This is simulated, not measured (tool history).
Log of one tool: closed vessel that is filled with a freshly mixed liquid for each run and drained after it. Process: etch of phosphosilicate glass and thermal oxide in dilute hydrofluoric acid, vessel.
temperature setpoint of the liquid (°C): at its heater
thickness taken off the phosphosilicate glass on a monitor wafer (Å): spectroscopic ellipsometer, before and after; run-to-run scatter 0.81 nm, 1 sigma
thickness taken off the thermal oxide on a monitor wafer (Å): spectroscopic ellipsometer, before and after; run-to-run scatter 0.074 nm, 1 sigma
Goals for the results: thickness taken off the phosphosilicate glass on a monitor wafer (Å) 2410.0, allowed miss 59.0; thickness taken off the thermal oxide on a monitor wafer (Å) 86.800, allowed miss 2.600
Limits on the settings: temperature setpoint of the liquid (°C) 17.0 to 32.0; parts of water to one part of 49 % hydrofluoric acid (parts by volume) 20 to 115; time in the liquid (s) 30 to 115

| run | hour | temperature setpoint of the liquid (°C) | parts of water to one part of 49 % hydrofluoric acid (parts by volume) | time in the liquid (s) | thickness taken off the phosphosilicate glass on a monitor wafer (Å) | thickness taken off the thermal oxide on a monitor wafer (Å) |
|---|---|---|---|---|---|---|
| 1 | 0.0 | 24.0 | 65 | 60 | 1251.5 | 44.946 |
| 2 | 4.4 | 25.0 | 65 | 60 | 1303.5 | 46.720 |
| 3 | 11.5 | 25.0 | 75 | 60 | 1105.8 | 39.713 |
| 4 | 20.6 | 26.0 | 70 | 60 | 1254.5 | 45.958 |
| 5 | 22.1 | 26.5 | 65 | 60 | 1370.5 | 50.410 |
| 6 | 30.2 | 30.0 | 65 | 60 | 1583.5 | 57.624 |
| 7 | 33.6 | 30.5 | 60 | 60 | 1759.8 | 62.620 |
| 8 | 35.9 | 31.0 | 50 | 60 | 2188.1 | 79.576 |
| 9 | 43.4 | 31.5 | 50 | 60 | 2243.2 | 80.239 |
| 10 | 52.5 | 31.5 | 50 | 60 | 2241.4 | 80.118 |
| 11 | 53.5 | 32.0 | 45 | 60 | 2551.8 | 93.228 |

Exercise: of the 4 proposed moves below, exactly one satisfies all targets within the stated allowed misses. Which move is it?
| A | 54.5 | 32.0 | 55 | 75 | ? | ? |
| B | 54.5 | 31.0 | 40 | 55 | ? | ? |
| C | 54.5 | 28.0 | 20 | 30 | ? | ? |
| D | 54.5 | 32.0 | 55 | 70 | ? | ? |

| move | thickness taken off the phosphosilicate glass on a monitor wafer (Å) | thickness taken off the thermal oxide on a monitor wafer (Å) |
|---|---|---|
| A | 2560.0 | 93.386 |
| B | 2543.3 | 92.775 |
| C | 2537.6 | 92.569 |
| D | 2389.4 | 87.160 |
A: about the same distance from the targets as the last run
B: an improvement on the last run, though not all results are within tolerance
C: an improvement on the last run, though not all results are within tolerance
D: every result lands within tolerance
Answer: D

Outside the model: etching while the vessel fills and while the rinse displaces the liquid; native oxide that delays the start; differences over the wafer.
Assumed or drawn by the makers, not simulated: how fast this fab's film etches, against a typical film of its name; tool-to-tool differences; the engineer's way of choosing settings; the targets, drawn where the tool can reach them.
